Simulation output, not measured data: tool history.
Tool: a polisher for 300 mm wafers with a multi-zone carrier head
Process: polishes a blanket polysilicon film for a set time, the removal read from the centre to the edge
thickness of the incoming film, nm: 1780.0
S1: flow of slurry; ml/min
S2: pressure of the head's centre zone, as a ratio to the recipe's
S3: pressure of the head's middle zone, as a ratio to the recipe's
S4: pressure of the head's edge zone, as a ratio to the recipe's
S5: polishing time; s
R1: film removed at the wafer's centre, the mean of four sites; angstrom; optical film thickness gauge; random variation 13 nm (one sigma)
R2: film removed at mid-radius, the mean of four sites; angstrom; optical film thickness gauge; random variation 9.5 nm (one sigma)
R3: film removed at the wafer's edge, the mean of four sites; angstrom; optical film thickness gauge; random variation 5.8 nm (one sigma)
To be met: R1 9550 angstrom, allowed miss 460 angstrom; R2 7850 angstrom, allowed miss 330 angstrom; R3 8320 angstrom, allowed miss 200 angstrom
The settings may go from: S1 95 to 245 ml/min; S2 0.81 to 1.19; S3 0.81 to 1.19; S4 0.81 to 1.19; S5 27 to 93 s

| run | hour | S1 | S2 | S3 | S4 | S5 | R1 | R2 | R3 |
|---|---|---|---|---|---|---|---|---|---|
| 1 | 0 | 155 | 1 | 1 | 1 | 59 | 6084.2 | 6453.2 | 6662.1 |
| 2 | 6.7 | 115 | 1 | 1 | 1 | 59 | 5406 | 6009.5 | 6171.4 |
| 3 | 8.7 | 115 | 1 | 0.91 | 1 | 59 | 5648.6 | 5445 | 6192.6 |
| 4 | 16.7 | 115 | 1.07 | 0.91 | 1 | 59 | 6018.7 | 5566.4 | 6228.5 |
|  | 23.3 | centre zone pressure recalibrated |
| 5 | 23.3 | 135 | 1.09 | 0.92 | 1.01 | 60 | 6857.3 | 5873.8 | 6601.9 |
| 6 | 25.3 | 155 | 1.09 | 0.94 | 1.03 | 60 | 7290.7 | 6360.4 | 6702 |
| 7 | 30.9 | 165 | 1.08 | 0.93 | 1.04 | 62 | 7488.7 | 6398.4 | 7105.2 |
| 8 | 32.1 | 175 | 1.09 | 0.94 | 1.06 | 63 | 7767.9 | 6548 | 7221.9 |
| 9 | 37 | 185 | 1.09 | 0.95 | 1.06 | 64 | 7945.8 | 6853.5 | 7475.3 |
| 10 | 38.2 | 195 | 1.1 | 0.96 | 1.07 | 65 | 8138.4 | 7056.1 | 7709.8 |

Which of these 5 next moves meets every target?
| A | 39.4 | 200 | 0.95 | 1.19 | 1.04 | 59 | ? | ? | ? |
| B | 39.4 | 180 | 0.81 | 0.96 | 1.19 | 70 | ? | ? | ? |
| C | 39.4 | 185 | 1.15 | 0.96 | 1.02 | 72 | ? | ? | ? |
| D | 39.4 | 150 | 1.04 | 1.04 | 1.05 | 60 | ? | ? | ? |
| E | 39.4 | 190 | 1.13 | 0.92 | 1.09 | 58 | ? | ? | ? |

| move | R1 | R2 | R3 |
|---|---|---|---|
| A | 6445.8 | 7657.7 | 6911.3 |
| B | 6379.1 | 7576.7 | 8694.7 |
| C | 9390.2 | 7817.5 | 8300 |
| D | 6768.2 | 6655.7 | 6809.2 |
| E | 7466.5 | 6127.9 | 6935.6 |
A: further off than the last run
B: further off than the last run
C: meets every target
D: further off than the last run
E: further off than the last run
Answer: C
